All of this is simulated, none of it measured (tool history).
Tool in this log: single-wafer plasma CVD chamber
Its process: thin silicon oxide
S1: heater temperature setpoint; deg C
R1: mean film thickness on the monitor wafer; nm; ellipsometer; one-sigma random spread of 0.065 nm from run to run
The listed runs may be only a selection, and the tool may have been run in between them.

{"run": 1, "hour": 0.0, "S1": 425, "chamber pressure (mTorr)": 680, "RF power (W)": 300, "deposition time (s)": 10.5, "R1": 14.952}
{"run": 2, "hour": 2.9, "S1": 425, "chamber pressure (mTorr)": 614, "RF power (W)": 300, "deposition time (s)": 10.5, "R1": 13.327}
{"run": 3, "hour": 5.8, "S1": 425, "chamber pressure (mTorr)": 614, "RF power (W)": 300, "deposition time (s)": 10.5, "R1": 13.539}
{"run": 4, "hour": 11.5, "S1": 425, "chamber pressure (mTorr)": 614, "RF power (W)": 285, "deposition time (s)": 10.5, "R1": 13.193}
{"run": 5, "hour": 16.7, "S1": 433, "chamber pressure (mTorr)": 614, "RF power (W)": 285, "deposition time (s)": 10.5, "R1": 13.176}
{"run": 6, "hour": 21.1, "S1": 433, "chamber pressure (mTorr)": 576, "RF power (W)": 285, "deposition time (s)": 10.5, "R1": 12.33}

The next listed run, before its measurement:
{"run": 7, "hour": 29.9, "S1": 433, "chamber pressure (mTorr)": 553, "RF power (W)": 285, "deposition time (s)": 10.5, "R1": "?"}

{"run 7": {"R1": 11.822}}
